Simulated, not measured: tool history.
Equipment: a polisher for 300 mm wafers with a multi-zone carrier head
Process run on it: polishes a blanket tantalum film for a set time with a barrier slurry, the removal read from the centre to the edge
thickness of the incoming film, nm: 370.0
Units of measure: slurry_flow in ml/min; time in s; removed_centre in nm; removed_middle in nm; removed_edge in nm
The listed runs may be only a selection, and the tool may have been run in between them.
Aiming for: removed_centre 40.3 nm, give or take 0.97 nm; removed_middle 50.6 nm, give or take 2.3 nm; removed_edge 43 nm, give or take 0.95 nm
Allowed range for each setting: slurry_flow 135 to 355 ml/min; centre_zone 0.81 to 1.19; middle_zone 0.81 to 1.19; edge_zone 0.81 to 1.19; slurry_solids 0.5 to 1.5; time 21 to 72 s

run    day  slurry_flow  centre_zone  middle_zone  edge_zone  slurry_solids  time  removed_centre  removed_middle  removed_edge
  1      0          225            1            1          1              1    46          52.468           58.03        55.691
  2  0.304          220         0.99            1       0.98           0.95    46          51.649          57.346        53.899
  3  0.658          220         0.99            1       0.98           1.15    46          54.108          62.486        56.548
  4  0.962          215         0.98            1       0.96            1.1    46          53.513          59.413         55.82
  5  1.229          220         0.97         1.02       0.95           1.05    46          51.642          60.833        54.918
  6  1.446          220         0.97         1.02       0.95           0.95    46          50.357          57.804        53.307
  7  1.517          215         0.96         1.03       0.93            0.9    46          48.974          56.996        51.442
  8  1.742          170         0.86         1.03       0.83           0.65    46          37.225          49.662        41.623
  9  2.033          175         0.86         1.03       0.83           0.65    46          37.744           48.03        42.087
 10  2.225          180         0.86         1.04       0.83           0.65    46          37.911          49.232        41.881
 11   2.55          185         0.86         1.04       0.83           0.65    46          37.421          49.161        42.106
 12  2.812          190         0.87         1.04       0.83           0.65    46          38.431          49.821        42.523

Pick the move, out of 5, that brings all results within their allowed miss; only one does.
  A  3.075          265         0.81         1.03       0.83            0.6    47               ?               ?             ?
  B  3.075          220         0.83         1.05       0.82           0.65    46               ?               ?             ?
  C  3.075          140         0.84         1.11       0.86            0.8    43               ?               ?             ?
  D  3.075          160         0.83         1.08       0.81            0.6    48               ?               ?             ?
  E  3.075          210          0.9         1.04       0.84           0.55    51               ?               ?             ?

move  removed_centre  removed_middle  removed_edge
   A          36.571          50.566        42.232
   B          37.228          51.317        42.148
   C           35.89          51.698        42.046
   D          35.544          50.426        40.658
   E          40.302          51.326        43.035
A: the biggest miss grows against the last run
B: the biggest miss grows against the last run
C: the biggest miss grows against the last run
D: the biggest miss grows against the last run
E: all results in spec
Move E is the one to make.
